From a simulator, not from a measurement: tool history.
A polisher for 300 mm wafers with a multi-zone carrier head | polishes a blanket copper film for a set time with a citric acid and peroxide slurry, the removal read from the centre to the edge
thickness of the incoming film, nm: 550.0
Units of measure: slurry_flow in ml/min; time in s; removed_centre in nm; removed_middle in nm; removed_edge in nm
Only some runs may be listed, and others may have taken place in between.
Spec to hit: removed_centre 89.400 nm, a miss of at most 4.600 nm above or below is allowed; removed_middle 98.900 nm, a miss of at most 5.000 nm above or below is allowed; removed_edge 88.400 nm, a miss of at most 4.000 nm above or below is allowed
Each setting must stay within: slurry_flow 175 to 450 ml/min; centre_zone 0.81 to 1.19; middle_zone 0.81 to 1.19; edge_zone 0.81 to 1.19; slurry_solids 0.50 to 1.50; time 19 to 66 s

run 1 hour=0.0 | slurry_flow=290 centre_zone=1.00 middle_zone=1.00 edge_zone=1.00 slurry_solids=1.00 time=42 | removed_centre=102.220 removed_middle=106.370 removed_edge=105.890
run 2 hour=3.7 | slurry_flow=290 centre_zone=1.00 middle_zone=1.01 edge_zone=0.98 slurry_solids=0.95 time=42 | removed_centre=104.410 removed_middle=106.460 removed_edge=101.620
run 3 hour=10.6 | slurry_flow=315 centre_zone=1.00 middle_zone=1.01 edge_zone=0.98 slurry_solids=0.95 time=42 | removed_centre=102.300 removed_middle=107.860 removed_edge=104.260
run 4 hour=14.6 | slurry_flow=245 centre_zone=1.00 middle_zone=1.01 edge_zone=0.98 slurry_solids=0.95 time=42 | removed_centre=100.360 removed_middle=101.540 removed_edge=101.600
run 5 hour=17.8 | slurry_flow=245 centre_zone=1.00 middle_zone=0.93 edge_zone=0.98 slurry_solids=0.95 time=42 | removed_centre=100.370 removed_middle=97.981 removed_edge=103.540
run 6 hour=20.5 | slurry_flow=250 centre_zone=0.99 middle_zone=0.94 edge_zone=0.96 slurry_solids=0.90 time=42 | removed_centre=100.630 removed_middle=100.780 removed_edge=102.470
run 7 hour=25.6 | slurry_flow=250 centre_zone=0.98 middle_zone=0.95 edge_zone=0.95 slurry_solids=0.90 time=42 | removed_centre=98.609 removed_middle=97.912 removed_edge=99.414
run 8 hour=29.8 | slurry_flow=255 centre_zone=0.97 middle_zone=0.96 edge_zone=0.94 slurry_solids=0.90 time=42 | removed_centre=97.778 removed_middle=99.755 removed_edge=102.470
run 9 hour=34.9 | slurry_flow=260 centre_zone=0.97 middle_zone=0.98 edge_zone=0.94 slurry_solids=0.85 time=42 | removed_centre=96.864 removed_middle=100.090 removed_edge=98.010
run 10 hour=36.7 | slurry_flow=260 centre_zone=0.96 middle_zone=0.99 edge_zone=0.93 slurry_solids=0.85 time=42 | removed_centre=95.143 removed_middle=99.704 removed_edge=97.933

4 next moves are on the table. One of them brings every result within its allowed miss. Which?
run A hour=38.5 | slurry_flow=250 centre_zone=1.00 middle_zone=1.09 edge_zone=0.94 slurry_solids=0.75 time=39 | removed_centre=? removed_middle=? removed_edge=?
run B hour=38.5 | slurry_flow=210 centre_zone=0.93 middle_zone=0.91 edge_zone=1.01 slurry_solids=0.60 time=50 | removed_centre=? removed_middle=? removed_edge=?
run C hour=38.5 | slurry_flow=275 centre_zone=1.13 middle_zone=0.99 edge_zone=0.89 slurry_solids=0.90 time=39 | removed_centre=? removed_middle=? removed_edge=?
run D hour=38.5 | slurry_flow=245 centre_zone=0.86 middle_zone=0.88 edge_zone=0.99 slurry_solids=0.90 time=40 | removed_centre=? removed_middle=? removed_edge=?

move=A removed_centre=89.733 removed_middle=98.613 removed_edge=90.794
move=B removed_centre=102.190 removed_middle=102.690 removed_edge=114.690
move=C removed_centre=103.590 removed_middle=94.700 removed_edge=92.229
move=D removed_centre=83.851 removed_middle=87.174 removed_edge=98.762
A: hits every target within its allowed miss
B: misses by more than the last run did
C: brings the result that was furthest off to its target, and leaves another outside
D: misses by more than the last run did
Correct choice: A, which meets every target

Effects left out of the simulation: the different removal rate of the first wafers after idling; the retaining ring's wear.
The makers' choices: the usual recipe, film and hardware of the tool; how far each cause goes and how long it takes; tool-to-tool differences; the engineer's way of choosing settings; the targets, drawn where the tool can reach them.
